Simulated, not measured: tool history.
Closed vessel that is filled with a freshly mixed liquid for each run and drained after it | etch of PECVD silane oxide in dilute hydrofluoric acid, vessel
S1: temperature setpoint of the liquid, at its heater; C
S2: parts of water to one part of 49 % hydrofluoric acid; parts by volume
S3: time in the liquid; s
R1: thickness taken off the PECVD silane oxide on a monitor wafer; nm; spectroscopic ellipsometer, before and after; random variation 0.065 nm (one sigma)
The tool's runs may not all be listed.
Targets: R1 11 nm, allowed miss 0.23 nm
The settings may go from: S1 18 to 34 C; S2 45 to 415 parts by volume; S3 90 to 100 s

{"run": 1, "hour": 0.0, "S1": 26, "S2": 230, "S3": 90, "R1": 12.378}
{"run": 2, "hour": 6.3, "S1": 26, "S2": 185, "S3": 90, "R1": 16.16}
{"run": 3, "hour": 10.8, "S1": 28.5, "S2": 185, "S3": 90, "R1": 17.699}
{"run": 4, "hour": 19.3, "S1": 27, "S2": 185, "S3": 90, "R1": 16.723}
{"run": 5, "hour": 25.4, "S1": 26, "S2": 185, "S3": 90, "R1": 16.017}
{"run": 6, "hour": 29.1, "S1": 25, "S2": 185, "S3": 90, "R1": 15.579}
{"run": 7, "hour": 36.8, "S1": 24, "S2": 190, "S3": 90, "R1": 14.358}
{"run": 8, "hour": 45.8, "S1": 20, "S2": 195, "S3": 90, "R1": 12.053}
{"run": 9, "hour": 47.8, "S1": 19.5, "S2": 195, "S3": 90, "R1": 11.824}
{"run": 10, "hour": 54.0, "S1": 18.5, "S2": 195, "S3": 90, "R1": 11.459}

5 next moves are on the table. One of them brings every result within its allowed miss. Which?
{"run": "A", "hour": 60.2, "S1": 18, "S2": 185, "S3": 90, "R1": "?"}
{"run": "B", "hour": 60.2, "S1": 22, "S2": 225, "S3": 100, "R1": "?"}
{"run": "C", "hour": 60.2, "S1": 18, "S2": 195, "S3": 95, "R1": "?"}
{"run": "D", "hour": 60.2, "S1": 18, "S2": 205, "S3": 95, "R1": "?"}
{"run": "E", "hour": 60.2, "S1": 18, "S2": 190, "S3": 95, "R1": "?"}

move=A R1=11.81
move=B R1=12.104
move=C R1=11.716
move=D R1=11.04
move=E R1=12.081
A: further off than the last run
B: further off than the last run
C: further off than the last run
D: meets every target
E: further off than the last run
Answer: D
